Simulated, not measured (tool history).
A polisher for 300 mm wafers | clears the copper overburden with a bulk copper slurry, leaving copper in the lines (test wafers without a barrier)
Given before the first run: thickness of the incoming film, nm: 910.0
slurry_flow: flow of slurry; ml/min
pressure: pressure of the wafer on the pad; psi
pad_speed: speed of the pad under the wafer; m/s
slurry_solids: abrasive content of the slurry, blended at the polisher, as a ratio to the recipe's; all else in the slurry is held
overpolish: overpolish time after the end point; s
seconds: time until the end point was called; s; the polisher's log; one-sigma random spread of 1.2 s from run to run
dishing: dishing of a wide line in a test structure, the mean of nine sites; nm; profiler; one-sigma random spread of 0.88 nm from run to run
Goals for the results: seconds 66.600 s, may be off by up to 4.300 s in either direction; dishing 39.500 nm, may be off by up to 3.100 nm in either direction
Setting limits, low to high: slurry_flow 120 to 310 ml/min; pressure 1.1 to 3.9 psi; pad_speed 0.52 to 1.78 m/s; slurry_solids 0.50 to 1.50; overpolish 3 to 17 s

run  hour  slurry_flow  pressure  pad_speed  slurry_solids  overpolish  seconds  dishing
  1   0.0          200       2.5       1.14           1.00           9   93.763   34.630
  2   3.3          200       2.6       1.14           1.00           9   88.179   35.242
  3  11.9          200       2.7       1.14           1.00           9   84.312   36.223
  4  14.4          200       2.7       1.14           0.85           9   87.951   35.133
  5  19.6          200       2.2       1.14           0.85           9  106.290   31.109
  6  21.3          200       2.2       1.14           0.85          11  109.540   36.689
  7  22.2          200       2.4       1.16           0.85          11   98.088   37.309
     29.0  -- slurry nozzle cleaned
  8  29.0          200       2.5       1.16           0.85          11   91.712   37.358
  9  35.3          200       2.6       1.16           0.85          11   87.978   39.603
 10  43.6          200       2.7       1.16           0.85          11   85.992   40.718
 11  49.5          200       2.8       1.16           0.85          11   83.585   40.918
 12  53.2          200       2.9       1.16           0.85          11   81.162   40.341
 13  55.0          200       3.0       1.16           0.85          11   79.585   41.885
 14  58.4          200       3.1       1.16           0.85          11   76.392   41.524

Which single option among these 4 for the next run brings every result within its allowed miss of target? Just one does.
  A  61.8          195       3.5       1.12           0.95           8        ?        ?
  B  61.8          175       3.7       1.36           0.75           7        ?        ?
  C  61.8          215       3.1       0.82           0.90          14        ?        ?
  D  61.8          135       3.9       1.40           0.60          11        ?        ?

move  seconds  dishing
   A   65.501   40.274
   B   55.651   40.947
   C   99.529   41.937
   D   56.840   46.970
A: every result lands within tolerance
B: carries the result that was furthest off beyond its target, to the other side
C: misses by more than the last run did
D: carries the result that was furthest off beyond its target, to the other side
A meets every target.
